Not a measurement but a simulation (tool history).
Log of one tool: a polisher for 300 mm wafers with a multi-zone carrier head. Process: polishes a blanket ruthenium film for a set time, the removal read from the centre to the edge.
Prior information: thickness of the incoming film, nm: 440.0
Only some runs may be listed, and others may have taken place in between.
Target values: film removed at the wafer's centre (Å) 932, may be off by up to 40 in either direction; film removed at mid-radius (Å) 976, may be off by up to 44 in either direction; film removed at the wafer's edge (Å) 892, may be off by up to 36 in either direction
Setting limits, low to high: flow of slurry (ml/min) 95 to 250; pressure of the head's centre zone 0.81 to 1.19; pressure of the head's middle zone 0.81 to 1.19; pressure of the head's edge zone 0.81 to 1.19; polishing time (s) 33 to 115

run  hour  flow of slurry (ml/min)  pressure of the head's centre zone  pressure of the head's middle zone  pressure of the head's edge zone  polishing time (s)  film removed at the wafer's centre (Å)  film removed at mid-radius (Å)  film removed at the wafer's edge (Å)
  1     0                      160                                   1                                   1                                 1                  73                                  1226.3                          1265.2                                  1250
  2   1.1                      160                                   1                                   1                              0.98                  70                                  1178.9                          1194.4                                1191.9
  3     8                      160                                   1                                1.01                              0.96                  67                                  1145.6                          1174.1                                1128.9
  4  11.8                      155                                0.99                                1.01                              0.94                  65                                  1086.5                          1092.2                                1074.4
  5  15.7                      150                                0.98                                1.02                              0.92                  64                                  1050.6                          1085.9                                1051.2
  6  17.1                      120                                0.98                                1.02                              0.92                  64                                  994.57                          1048.7                                1012.9
  7  19.9                      120                                0.98                                1.03                              0.91                  63                                  949.86                            1044                                977.93
  8  26.5                      120                                0.99                                1.03                               0.9                  63                                  978.33                          1039.9                                982.74
  9  27.1                      115                                   1                                1.04                              0.82                  57                                  885.98                          948.34                                848.33

Which one of the following 5 next-run settings gets every result inside its allowed miss? There is exactly one.
  A  27.7                      100                                1.05                                1.08                              0.88                  60                                       ?                               ?                                     ?
  B  27.7                      130                                1.07                                1.12                              0.82                  54                                       ?                               ?                                     ?
  C  27.7                      140                                1.08                                1.13                              0.81                  53                                       ?                               ?                                     ?
  D  27.7                      135                                 1.1                                1.13                              0.81                  51                                       ?                               ?                                     ?
  E  27.7                      120                                   1                                1.08                              0.83                  55                                       ?                               ?                                     ?

move  film removed at the wafer's centre (Å)  film removed at mid-radius (Å)  film removed at the wafer's edge (Å)
   A                                  944.66                             957                                904.18
   B                                  947.91                          960.43                                831.41
   C                                  958.46                          966.96                                 821.9
   D                                  930.38                          922.43                                786.08
   E                                  880.06                           928.7                                839.25
A: each result inside its tolerance
B: misses by more than the last run did
C: misses by more than the last run did
D: misses by more than the last run did
E: misses by more than the last run did
A meets every target.

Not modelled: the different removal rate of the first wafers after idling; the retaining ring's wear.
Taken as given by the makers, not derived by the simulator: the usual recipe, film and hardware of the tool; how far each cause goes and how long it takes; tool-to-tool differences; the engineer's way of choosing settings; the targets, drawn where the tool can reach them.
